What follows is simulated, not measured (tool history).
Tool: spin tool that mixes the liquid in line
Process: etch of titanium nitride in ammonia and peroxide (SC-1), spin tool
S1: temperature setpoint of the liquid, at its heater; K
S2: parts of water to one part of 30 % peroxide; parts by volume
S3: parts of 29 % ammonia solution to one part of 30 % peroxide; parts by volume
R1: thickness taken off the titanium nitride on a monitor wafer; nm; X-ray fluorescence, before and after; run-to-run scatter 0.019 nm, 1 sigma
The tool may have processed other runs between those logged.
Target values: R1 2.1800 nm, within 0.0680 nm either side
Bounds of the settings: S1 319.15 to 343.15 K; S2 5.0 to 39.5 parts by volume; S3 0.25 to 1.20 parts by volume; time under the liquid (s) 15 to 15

Run 1, hour 0.0: S1 335.15 K, S2 22.0 parts by volume, S3 0.95 parts by volume, time under the liquid (s) 15. Result: R1 2.6209 nm.
Run 2, hour 7.4: S1 334.15 K, S2 22.0 parts by volume, S3 0.95 parts by volume, time under the liquid (s) 15. Result: R1 2.4400 nm.
Run 3, hour 12.6: S1 334.15 K, S2 22.0 parts by volume, S3 0.95 parts by volume, time under the liquid (s) 15. Result: R1 2.4215 nm.
Run 4, hour 17.5: S1 334.15 K, S2 22.0 parts by volume, S3 1.15 parts by volume, time under the liquid (s) 15. Result: R1 2.5602 nm.
Run 5, hour 18.4: S1 328.65 K, S2 22.0 parts by volume, S3 1.15 parts by volume, time under the liquid (s) 15. Result: R1 1.7566 nm.
At hour 22.8: ammonia flow meter replaced.
Run 6, hour 22.8: S1 329.65 K, S2 22.0 parts by volume, S3 1.15 parts by volume, time under the liquid (s) 15. Result: R1 1.9208 nm.
Run 7, hour 26.3: S1 329.65 K, S2 22.0 parts by volume, S3 1.15 parts by volume, time under the liquid (s) 15. Result: R1 1.8996 nm.
Run 8, hour 33.8: S1 330.15 K, S2 22.0 parts by volume, S3 1.15 parts by volume, time under the liquid (s) 15. Result: R1 1.9802 nm.
Run 9, hour 37.6: S1 330.65 K, S2 22.0 parts by volume, S3 1.15 parts by volume, time under the liquid (s) 15. Result: R1 2.0614 nm.

Next run, 4 choices. One meets every target within its allowed miss, the rest don't. Which?
Run A, hour 41.4: S1 334.15 K, S2 27.0 parts by volume, S3 1.20 parts by volume, time under the liquid (s) 15. Result: R1 ?.
Run B, hour 41.4: S1 330.15 K, S2 16.0 parts by volume, S3 1.20 parts by volume, time under the liquid (s) 15. Result: R1 ?.
Run C, hour 41.4: S1 332.65 K, S2 18.5 parts by volume, S3 0.70 parts by volume, time under the liquid (s) 15. Result: R1 ?.
Run D, hour 41.4: S1 332.15 K, S2 23.5 parts by volume, S3 1.20 parts by volume, time under the liquid (s) 15. Result: R1 ?.

move      R1
   A  2.3047
   B  2.3508
   C  2.3397
   D  2.1824
A: the result that was furthest off in the last run now lies on the other side of its target
B: the result that was furthest off in the last run now lies on the other side of its target
C: the result that was furthest off in the last run now lies on the other side of its target
D: every result within its allowed miss
The right move is D.

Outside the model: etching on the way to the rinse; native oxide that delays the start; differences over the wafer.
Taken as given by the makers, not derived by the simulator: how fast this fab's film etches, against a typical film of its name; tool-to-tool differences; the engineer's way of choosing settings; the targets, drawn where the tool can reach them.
